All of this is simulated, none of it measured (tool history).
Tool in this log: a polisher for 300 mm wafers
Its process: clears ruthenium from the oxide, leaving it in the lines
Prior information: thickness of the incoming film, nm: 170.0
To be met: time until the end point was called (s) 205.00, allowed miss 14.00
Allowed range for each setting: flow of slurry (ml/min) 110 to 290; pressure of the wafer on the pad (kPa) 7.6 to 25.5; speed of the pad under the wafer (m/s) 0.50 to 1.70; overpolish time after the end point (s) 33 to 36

run,hour,flow of slurry (ml/min),pressure of the wafer on the pad (kPa),speed of the pad under the wafer (m/s),overpolish time after the end point (s),time until the end point was called (s)
1,0.0,185,16.5,1.10,33,128.94
2,4.2,185,15.2,1.08,33,139.40
3,10.2,185,13.8,1.06,33,150.05
4,10.9,155,13.8,1.06,33,151.80
5,20.0,155,12.4,1.04,33,162.58
6,26.0,155,11.7,1.02,33,179.13
7,26.7,155,11.7,1.02,33,181.34
8,29.7,155,11.0,1.02,33,184.51

Of the 4 settings listed for the next run, only one would bring every result within its allowed miss of target. Which one?
A,32.7,145,13.1,1.00,36,?
B,32.7,190,11.7,1.06,36,?
C,32.7,130,9.7,1.18,33,?
D,32.7,110,11.0,0.96,33,?

move,time until the end point was called (s)
A,165.36
B,161.44
C,174.92
D,203.41
A: the biggest miss grows against the last run
B: the biggest miss grows against the last run
C: the biggest miss grows against the last run
D: all results in spec
So the answer is move D, the one that meets all the targets.
